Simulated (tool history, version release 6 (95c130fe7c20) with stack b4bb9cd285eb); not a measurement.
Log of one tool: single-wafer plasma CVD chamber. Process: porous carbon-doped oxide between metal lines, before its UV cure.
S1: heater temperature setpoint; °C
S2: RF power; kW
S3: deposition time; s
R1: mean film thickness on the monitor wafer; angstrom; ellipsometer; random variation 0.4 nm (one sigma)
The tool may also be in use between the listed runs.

run	hour	S1	S2	S3	R1
1	0	315	0.48	25.7	1360
2	8	315	0.535	25.7	1456
3	14.8	320	0.505	25.6	1359.2
4	16.7	324	0.49	25.5	1300.1
5	25	327	0.48	25.5	1259.1
6	26.7	327	0.48	25.7	1270.8
7	34.7	330	0.47	25.7	1239.2
8	39.6	332	0.46	25.7	1201

Run 9 comes next. What will it give?
9	45.4	334	0.455	25.7	?

R1: 1176.9 angstrom
